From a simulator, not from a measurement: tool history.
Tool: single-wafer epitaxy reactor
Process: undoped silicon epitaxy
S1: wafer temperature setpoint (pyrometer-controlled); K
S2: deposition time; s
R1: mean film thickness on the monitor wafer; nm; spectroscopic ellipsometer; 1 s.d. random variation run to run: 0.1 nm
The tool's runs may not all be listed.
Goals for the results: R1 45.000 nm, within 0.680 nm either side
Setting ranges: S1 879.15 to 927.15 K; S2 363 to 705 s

run 1 day=0.000 | S1=903.15 S2=534 | R1=56.484
run 2 day=0.262 | S1=903.15 S2=607 | R1=64.398
run 3 day=0.321 | S1=900.15 S2=607 | R1=59.370
run 4 day=0.538 | S1=904.15 S2=607 | R1=66.056
run 5 day=0.775 | S1=904.15 S2=555 | R1=60.284
run 6 day=1.133 | S1=902.15 S2=555 | R1=57.051
run 7 day=1.471 | S1=900.15 S2=555 | R1=54.309
run 8 day=1.612 | S1=890.15 S2=554 | R1=41.753
run 9 day=1.733 | S1=891.15 S2=554 | R1=42.811
run 10 day=1.800 | S1=892.15 S2=554 | R1=43.856

4 next moves are on the table. One of them brings every result within its allowed miss. Which?
run A day=1.867 | S1=890.15 S2=596 | R1=?
run B day=1.867 | S1=900.15 S2=442 | R1=?
run C day=1.867 | S1=891.15 S2=570 | R1=?
run D day=1.867 | S1=891.15 S2=557 | R1=?

move=A R1=44.996
move=B R1=43.488
move=C R1=44.202
move=D R1=43.194
A: every result lands within tolerance
B: further off than the last run
C: closes in on the targets versus the last run, not all within tolerance yet
D: further off than the last run
The right move is A.
